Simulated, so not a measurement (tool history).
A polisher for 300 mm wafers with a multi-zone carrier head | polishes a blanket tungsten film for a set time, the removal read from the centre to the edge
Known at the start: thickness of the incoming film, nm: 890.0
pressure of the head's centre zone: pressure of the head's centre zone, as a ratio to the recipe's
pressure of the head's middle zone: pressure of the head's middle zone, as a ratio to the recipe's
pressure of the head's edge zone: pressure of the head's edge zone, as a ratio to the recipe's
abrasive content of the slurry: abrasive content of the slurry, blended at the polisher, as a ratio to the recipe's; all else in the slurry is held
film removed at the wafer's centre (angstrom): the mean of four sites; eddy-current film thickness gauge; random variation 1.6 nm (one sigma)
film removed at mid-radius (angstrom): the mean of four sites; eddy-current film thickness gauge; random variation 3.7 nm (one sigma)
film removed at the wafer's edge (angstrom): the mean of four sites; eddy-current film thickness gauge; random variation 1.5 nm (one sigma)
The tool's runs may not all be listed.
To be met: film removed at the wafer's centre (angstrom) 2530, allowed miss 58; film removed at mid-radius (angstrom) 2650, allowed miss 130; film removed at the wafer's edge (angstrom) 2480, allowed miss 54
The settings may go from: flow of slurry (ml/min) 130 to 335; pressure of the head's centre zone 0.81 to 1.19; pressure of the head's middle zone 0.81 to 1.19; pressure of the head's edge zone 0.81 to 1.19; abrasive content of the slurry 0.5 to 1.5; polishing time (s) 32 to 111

run	hour	flow of slurry (ml/min)	pressure of the head's centre zone	pressure of the head's middle zone	pressure of the head's edge zone	abrasive content of the slurry	polishing time (s)	film removed at the wafer's centre (angstrom)	film removed at mid-radius (angstrom)	film removed at the wafer's edge (angstrom)
1	0	215	1	1	1	1	71	2802.2	2798.6	2805.4
2	3.9	215	1	0.96	1	1	71	2780.8	2742	2802
3	6.5	205	0.99	0.96	0.97	1	71	2755.1	2725.3	2765
4	13.9	205	0.99	0.96	1	1	71	2740	2811.5	2789.8
5	17.5	205	0.94	0.96	1	1	71	2628.5	2652.5	2774.5
6	18	195	0.94	0.98	0.97	1	71	2614	2744.2	2733.7
7	23.2	160	0.95	0.95	0.87	0.85	71	2437.1	2491.8	2428.8
8	25.1	165	0.95	0.96	0.87	0.85	71	2410.9	2544.6	2484.1
9	26.6	170	0.96	0.97	0.86	0.85	71	2471	2608	2489.9

Which of these 5 next moves meets every target?
A	28.1	160	0.91	1	0.87	0.8	75	?	?	?
B	28.1	140	0.95	1.03	0.86	0.95	70	?	?	?
C	28.1	145	0.94	0.96	0.91	0.9	72	?	?	?
D	28.1	130	1.03	1.04	0.89	0.8	75	?	?	?
E	28.1	195	0.88	1.03	0.83	1.05	67	?	?	?

move	film removed at the wafer's centre (angstrom)	film removed at mid-radius (angstrom)	film removed at the wafer's edge (angstrom)
A	2447.6	2671.3	2509.5
B	2388.2	2593	2385
C	2424	2499.3	2491.8
D	2553.3	2626.2	2443.5
E	2384	2725.8	2425.6
A: further off than the last run
B: further off than the last run
C: further off than the last run
D: meets every target
E: further off than the last run
Move D is the one to make.
